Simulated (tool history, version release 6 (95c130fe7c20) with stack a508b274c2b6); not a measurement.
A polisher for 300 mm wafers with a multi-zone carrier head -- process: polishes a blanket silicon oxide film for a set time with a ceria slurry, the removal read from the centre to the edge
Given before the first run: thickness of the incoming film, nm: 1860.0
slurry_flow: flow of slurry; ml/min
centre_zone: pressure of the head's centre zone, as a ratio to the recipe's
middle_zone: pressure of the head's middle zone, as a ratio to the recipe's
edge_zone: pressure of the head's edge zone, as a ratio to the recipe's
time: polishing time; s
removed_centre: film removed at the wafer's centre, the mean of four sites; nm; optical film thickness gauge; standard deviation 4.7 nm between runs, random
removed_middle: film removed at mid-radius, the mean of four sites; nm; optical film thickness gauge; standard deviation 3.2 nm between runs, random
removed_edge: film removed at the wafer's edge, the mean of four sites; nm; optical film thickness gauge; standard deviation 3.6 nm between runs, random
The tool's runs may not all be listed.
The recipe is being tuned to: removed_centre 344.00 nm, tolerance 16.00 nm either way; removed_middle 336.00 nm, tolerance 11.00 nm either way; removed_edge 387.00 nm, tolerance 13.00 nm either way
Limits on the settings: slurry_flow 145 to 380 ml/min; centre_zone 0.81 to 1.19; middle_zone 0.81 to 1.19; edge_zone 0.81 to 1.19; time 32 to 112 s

run  hour  slurry_flow  centre_zone  middle_zone  edge_zone  time  removed_centre  removed_middle  removed_edge
  1   0.0          245         1.00         1.00       1.00    72          268.74          267.10        261.51
  2   7.4          245         0.99         0.99       1.02    74          264.15          271.96        276.88
  3  14.0          305         0.99         0.99       1.02    74          286.49          276.05        284.06
  4  15.3          310         0.99         0.99       1.04    75          284.16          279.57        283.85
  5  17.3          365         0.99         0.99       1.04    75          288.93          290.64        288.43
  6  26.2          365         1.03         0.99       1.04    75          302.19          284.62        283.63
  7  31.5          360         1.02         0.98       1.05    77          307.18          294.94        304.05
  8  35.6          360         1.02         0.98       1.06    78          314.33          296.54        304.41
  9  38.1          360         1.01         0.97       1.07    79          314.14          298.09        307.91
 10  43.3          355         1.00         0.96       1.08    81          315.72          301.95        318.57
 11  46.9          350         0.99         0.95       1.09    82          312.69          307.08        321.29
 12  51.0          345         0.99         0.94       1.10    83          318.50          306.52        327.71
 13  53.5          340         0.98         0.93       1.11    84          317.44          301.72        334.67
 14  58.5          335         0.98         0.93       1.11    85          330.04          302.17        333.99
 15  61.6          335         0.98         0.93       1.11    85          322.26          302.74        337.38
     63.3  -- worn pad replaced by a new one
 16  63.3          330         0.98         0.93       1.11    86          353.85          337.63        372.90

Which of these 5 next moves meets every target?
  A  65.0          330         1.04         0.97       1.08    84               ?               ?             ?
  B  65.0          365         1.07         0.93       1.16    85               ?               ?             ?
  C  65.0          375         0.93         0.90       1.15    87               ?               ?             ?
  D  65.0          380         1.04         0.91       1.08    83               ?               ?             ?
  E  65.0          330         1.06         1.01       1.07    83               ?               ?             ?

move  removed_centre  removed_middle  removed_edge
   A          363.49          346.72        361.38
   B          382.07          341.57        382.03
   C          340.27          341.20        390.09
   D          363.79          328.70        360.69
   E          366.22          354.43        355.23
A: misses by more than the last run did
B: puts the biggest miss on target and leaves a different result outside tolerance
C: every result lands within tolerance
D: misses by more than the last run did
E: misses by more than the last run did
The right move is C.

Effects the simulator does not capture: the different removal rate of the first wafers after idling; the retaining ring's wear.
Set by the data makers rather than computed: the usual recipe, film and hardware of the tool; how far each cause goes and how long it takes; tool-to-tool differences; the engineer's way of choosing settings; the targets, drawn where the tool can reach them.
